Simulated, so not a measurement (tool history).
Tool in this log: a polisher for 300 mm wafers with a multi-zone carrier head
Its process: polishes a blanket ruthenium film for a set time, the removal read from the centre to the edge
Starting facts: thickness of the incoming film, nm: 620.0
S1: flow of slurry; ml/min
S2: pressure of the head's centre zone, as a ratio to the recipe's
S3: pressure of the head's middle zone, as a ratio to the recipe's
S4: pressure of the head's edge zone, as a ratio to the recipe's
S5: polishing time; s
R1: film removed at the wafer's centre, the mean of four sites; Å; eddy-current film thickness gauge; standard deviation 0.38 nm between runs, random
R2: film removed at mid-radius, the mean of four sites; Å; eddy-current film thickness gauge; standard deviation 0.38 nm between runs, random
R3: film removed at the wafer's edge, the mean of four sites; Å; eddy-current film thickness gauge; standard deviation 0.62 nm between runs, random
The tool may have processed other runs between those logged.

run    day   S1    S2    S3    S4  S5       R1      R2      R3
  1  0.000  160  1.00  1.00  1.00  69   956.97  892.57  902.68
  2  0.138  160  1.06  1.00  1.00  69  1010.20  881.68  895.64
  3  0.329  160  1.06  1.00  1.00  61   899.71  784.99  812.11
  4  0.596  160  1.06  1.00  0.95  61   890.95  788.92  776.74
  5  0.658  160  0.98  1.00  0.95  61   820.55  777.68  779.05
  6  0.971  160  0.98  1.00  0.87  61   823.92  794.10  760.46
  7  1.167  155  0.97  1.00  0.86  58   775.19  746.35  716.62
  8  1.371  150  0.96  1.00  0.85  56   738.70  724.93  681.72
  9  1.596  150  0.96  1.00  0.85  56   744.75  713.94  687.38
 10  1.921  140  0.95  1.01  0.84  54   692.74  691.68  656.16
 11  1.958  140  0.95  1.01  0.84  54   693.03  688.89  667.47
 12  2.046  145  0.94  1.01  0.83  52   659.63  670.19  624.32
 13  2.338  145  0.94  1.01  0.83  51   653.96  656.85  612.66

The next listed run, before its measurement:
     2.492  -- centre zone pressure recalibrated
 14  2.492  145  0.94  1.01  0.83  51   ?   ?   ?

{"run 14": {"R1": 609.6, "R2": 658.46, "R3": 621.79}}
